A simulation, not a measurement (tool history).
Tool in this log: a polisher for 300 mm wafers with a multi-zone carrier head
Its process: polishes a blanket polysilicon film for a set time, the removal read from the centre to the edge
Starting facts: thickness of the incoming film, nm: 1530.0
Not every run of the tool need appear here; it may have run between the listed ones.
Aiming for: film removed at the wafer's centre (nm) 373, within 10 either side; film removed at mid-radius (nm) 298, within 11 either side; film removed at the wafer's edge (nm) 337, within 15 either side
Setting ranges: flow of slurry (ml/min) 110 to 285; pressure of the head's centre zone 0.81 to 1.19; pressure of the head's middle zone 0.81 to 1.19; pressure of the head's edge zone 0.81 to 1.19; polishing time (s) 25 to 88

| run | hour | flow of slurry (ml/min) | pressure of the head's centre zone | pressure of the head's middle zone | pressure of the head's edge zone | polishing time (s) | film removed at the wafer's centre (nm) | film removed at mid-radius (nm) | film removed at the wafer's edge (nm) |
|---|---|---|---|---|---|---|---|---|---|
| 1 | 0 | 180 | 1 | 1 | 1 | 56 | 566.77 | 557.03 | 568.09 |
| 2 | 3.1 | 135 | 1 | 1 | 1 | 56 | 521.71 | 540.36 | 545.38 |
| 3 | 11.2 | 155 | 1.01 | 0.95 | 0.98 | 48 | 474.96 | 455.32 | 469.59 |
| 4 | 17.5 | 165 | 1.02 | 0.91 | 0.98 | 42 | 421 | 398.64 | 421.85 |
| 5 | 19.2 | 165 | 1.02 | 0.98 | 0.98 | 42 | 417.29 | 416.94 | 414.25 |
| 6 | 26.1 | 165 | 1.05 | 0.93 | 0.98 | 39 | 402.58 | 370.08 | 382.18 |
| 7 | 33.3 | 155 | 1.07 | 0.9 | 0.99 | 38 | 395.52 | 358.99 | 378.33 |
| 8 | 39 | 150 | 1.1 | 0.87 | 1 | 36 | 378.04 | 326.05 | 356.09 |

Which one of the following 5 next-run settings gets every result inside its allowed miss? There is exactly one.
| A | 44.7 | 160 | 1.19 | 0.81 | 1.02 | 34 | ? | ? | ? |
| B | 44.7 | 160 | 1.17 | 1.07 | 0.83 | 31 | ? | ? | ? |
| C | 44.7 | 130 | 1.16 | 0.83 | 1 | 35 | ? | ? | ? |
| D | 44.7 | 180 | 1.08 | 1 | 0.92 | 32 | ? | ? | ? |
| E | 44.7 | 195 | 1.15 | 1.11 | 0.9 | 30 | ? | ? | ? |

| move | film removed at the wafer's centre (nm) | film removed at mid-radius (nm) | film removed at the wafer's edge (nm) |
|---|---|---|---|
| A | 393.17 | 304.32 | 331.35 |
| B | 352.86 | 324.79 | 285.65 |
| C | 373.86 | 302.67 | 327.86 |
| D | 344.39 | 329.51 | 307.69 |
| E | 349.33 | 333.04 | 289.39 |
A: corrects the largest miss of the last run, while another result sits out of spec
B: moves away from the targets compared with the last run
C: all results in spec
D: moves away from the targets compared with the last run
E: moves away from the targets compared with the last run
Go with C: it meets all targets.
